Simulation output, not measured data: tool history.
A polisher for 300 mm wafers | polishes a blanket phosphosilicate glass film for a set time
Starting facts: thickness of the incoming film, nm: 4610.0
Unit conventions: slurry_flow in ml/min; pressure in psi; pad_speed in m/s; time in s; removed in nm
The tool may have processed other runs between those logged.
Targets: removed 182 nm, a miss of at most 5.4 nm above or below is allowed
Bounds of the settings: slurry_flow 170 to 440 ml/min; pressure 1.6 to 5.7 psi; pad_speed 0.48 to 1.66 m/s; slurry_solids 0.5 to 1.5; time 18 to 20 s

Run 1, hour 0: slurry_flow 280 ml/min, pressure 3.6 psi, pad_speed 1.06 m/s, slurry_solids 1, time 20 s. Result: removed 236.52 nm.
Run 2, hour 1.5: slurry_flow 280 ml/min, pressure 4.4 psi, pad_speed 1.06 m/s, slurry_solids 1, time 20 s. Result: removed 276.56 nm.
Run 3, hour 2.5: slurry_flow 280 ml/min, pressure 3.8 psi, pad_speed 1.06 m/s, slurry_solids 1, time 20 s. Result: removed 247.86 nm.
Run 4, hour 7.1: slurry_flow 320 ml/min, pressure 3.8 psi, pad_speed 1.06 m/s, slurry_solids 1, time 20 s. Result: removed 252.95 nm.
Run 5, hour 9.6: slurry_flow 305 ml/min, pressure 3.4 psi, pad_speed 1.06 m/s, slurry_solids 1, time 20 s. Result: removed 231.78 nm.
At hour 12.6: head pressure recalibrated.
Run 6, hour 12.6: slurry_flow 290 ml/min, pressure 3.1 psi, pad_speed 1.06 m/s, slurry_solids 1, time 20 s. Result: removed 193.26 nm.
Run 7, hour 17.2: slurry_flow 280 ml/min, pressure 3.1 psi, pad_speed 1.06 m/s, slurry_solids 1, time 20 s. Result: removed 196.32 nm.
Run 8, hour 24.1: slurry_flow 265 ml/min, pressure 3.1 psi, pad_speed 1.06 m/s, slurry_solids 1, time 20 s. Result: removed 194.85 nm.
Run 9, hour 25.8: slurry_flow 250 ml/min, pressure 3.1 psi, pad_speed 1.06 m/s, slurry_solids 1, time 20 s. Result: removed 194 nm.

Below are 5 possible settings for the next run. Only one of them brings all results inside the allowed miss of their targets. Which is it?
Run A, hour 27.5: slurry_flow 295 ml/min, pressure 2.6 psi, pad_speed 0.94 m/s, slurry_solids 1.1, time 20 s. Result: removed ?.
Run B, hour 27.5: slurry_flow 210 ml/min, pressure 2.2 psi, pad_speed 1.16 m/s, slurry_solids 1.1, time 20 s. Result: removed ?.
Run C, hour 27.5: slurry_flow 265 ml/min, pressure 3.7 psi, pad_speed 0.94 m/s, slurry_solids 1, time 18 s. Result: removed ?.
Run D, hour 27.5: slurry_flow 340 ml/min, pressure 3.1 psi, pad_speed 1.22 m/s, slurry_solids 0.9, time 20 s. Result: removed ?.
Run E, hour 27.5: slurry_flow 275 ml/min, pressure 3 psi, pad_speed 1.12 m/s, slurry_solids 0.95, time 20 s. Result: removed ?.

move  removed
   A   167.94
   B   170.68
   C   180.92
   D   206.38
   E   192.18
A: moves the result that the last run missed by most past its target, out the other side
B: moves the result that the last run missed by most past its target, out the other side
C: meets every target
D: its largest miss is bigger than the last run's
E: an improvement on the last run, though not all results are within tolerance
The move that meets every target is C.
